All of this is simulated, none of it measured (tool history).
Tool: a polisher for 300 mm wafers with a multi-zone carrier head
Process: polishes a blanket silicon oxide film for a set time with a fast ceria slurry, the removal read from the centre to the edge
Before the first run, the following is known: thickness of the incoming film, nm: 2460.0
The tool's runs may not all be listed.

| run | hour | flow of slurry (ml/min) | pressure of the head's centre zone | pressure of the head's middle zone | pressure of the head's edge zone | polishing time (s) | film removed at the wafer's centre (nm) | film removed at mid-radius (nm) | film removed at the wafer's edge (nm) |
|---|---|---|---|---|---|---|---|---|---|
| 1 | 0.0 | 205 | 1.00 | 1.00 | 1.00 | 43 | 658.36 | 669.02 | 672.16 |
| 2 | 6.2 | 205 | 1.00 | 1.00 | 1.09 | 43 | 663.33 | 663.54 | 691.01 |
| 3 | 10.3 | 205 | 1.00 | 1.06 | 1.09 | 43 | 656.67 | 702.97 | 707.69 |
| 4 | 13.5 | 205 | 0.94 | 1.06 | 1.09 | 43 | 621.50 | 695.99 | 700.90 |
| 5 | 20.8 | 205 | 0.94 | 1.06 | 1.15 | 43 | 624.00 | 719.59 | 722.82 |
| 6 | 26.6 | 205 | 0.94 | 1.10 | 1.15 | 43 | 628.25 | 708.10 | 721.87 |
| 7 | 33.7 | 200 | 0.96 | 1.08 | 1.12 | 38 | 554.93 | 621.54 | 623.92 |
| 8 | 36.9 | 195 | 0.97 | 1.05 | 1.08 | 35 | 511.53 | 560.28 | 560.43 |

Run 9 is up next; what results do you expect?
| 9 | 44.5 | 195 | 0.97 | 1.05 | 1.08 | 35 | ? | ? | ? |

{"run 9": {"film removed at the wafer's centre (nm)": 513.78, "film removed at mid-radius (nm)": 563.63, "film removed at the wafer's edge (nm)": 562.68}}
